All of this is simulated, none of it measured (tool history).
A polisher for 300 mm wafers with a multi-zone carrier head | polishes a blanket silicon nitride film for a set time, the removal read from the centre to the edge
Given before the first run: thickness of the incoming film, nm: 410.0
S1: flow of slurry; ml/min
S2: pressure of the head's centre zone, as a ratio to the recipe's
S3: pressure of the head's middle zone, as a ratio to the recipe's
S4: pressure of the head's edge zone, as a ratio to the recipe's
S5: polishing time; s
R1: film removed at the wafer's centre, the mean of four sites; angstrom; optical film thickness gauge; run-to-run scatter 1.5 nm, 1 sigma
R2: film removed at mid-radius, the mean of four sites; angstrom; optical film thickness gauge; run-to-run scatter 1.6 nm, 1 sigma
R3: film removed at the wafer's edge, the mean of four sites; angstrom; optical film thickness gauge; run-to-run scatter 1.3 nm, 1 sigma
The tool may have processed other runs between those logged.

run,hour,S1,S2,S3,S4,S5,R1,R2,R3
1,0,235,1,1,1,66,1136.7,1173.8,1146.3
2,8.7,235,1,1.05,1,66,1162.3,1234.3,1147.4
3,9.5,235,1,1.09,1,66,1149.6,1278.3,1142.1
4,16.8,240,0.99,1.11,1.02,69,1180.1,1335.4,1204.1
5,21.9,245,0.98,1.12,1.02,73,1244,1443.6,1298.7
6,25.2,210,0.98,1.12,1.02,73,1231.3,1428.8,1273.2

For run 7, what comes out?
7,31.1,210,0.98,1.12,1.02,73,?,?,?

{"run 7": {"R1": 1229.2, "R2": 1425.1, "R3": 1244.6}}

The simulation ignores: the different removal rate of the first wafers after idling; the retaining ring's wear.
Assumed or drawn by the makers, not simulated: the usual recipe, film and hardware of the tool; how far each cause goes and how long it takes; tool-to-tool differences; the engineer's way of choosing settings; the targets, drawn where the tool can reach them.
